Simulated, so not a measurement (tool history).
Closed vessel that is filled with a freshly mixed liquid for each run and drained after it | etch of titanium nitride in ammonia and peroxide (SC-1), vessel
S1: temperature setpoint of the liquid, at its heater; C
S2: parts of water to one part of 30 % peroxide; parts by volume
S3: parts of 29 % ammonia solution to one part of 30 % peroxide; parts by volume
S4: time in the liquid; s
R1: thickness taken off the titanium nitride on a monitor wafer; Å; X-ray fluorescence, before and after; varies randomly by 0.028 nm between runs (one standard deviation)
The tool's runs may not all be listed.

run 1 hour=0 | S1=54 S2=10.5 S3=0.4 S4=70 | R1=60.639
run 2 hour=7 | S1=55.5 S2=10.5 S3=0.4 S4=70 | R1=67.023
run 3 hour=15.9 | S1=55.5 S2=13.5 S3=0.4 S4=70 | R1=58.586
run 4 hour=22.9 | S1=49.5 S2=13.5 S3=0.4 S4=70 | R1=38.591
run 5 hour=25.7 | S1=49.5 S2=13.5 S3=0.4 S4=70 | R1=38.859
run 6 hour=34.5 | S1=52.5 S2=13.5 S3=0.4 S4=70 | R1=47.588
run 7 hour=43.5 | S1=55 S2=13.5 S3=0.4 S4=70 | R1=56.718
-- hour=51.1 new drum of ammonia solution connected
run 8 hour=51.1 | S1=56.5 S2=13.5 S3=0.4 S4=70 | R1=63.869
run 9 hour=52.8 | S1=56.5 S2=13.5 S3=0.4 S4=70 | R1=64.153
run 10 hour=61.5 | S1=57.5 S2=13.5 S3=0.4 S4=70 | R1=68.46

Run 11 has not been measured yet. What should we expect?
run 11 hour=62.9 | S1=61.5 S2=13.5 S3=0.4 S4=70 | R1=?

{"run 11": {"R1": 88.505}}
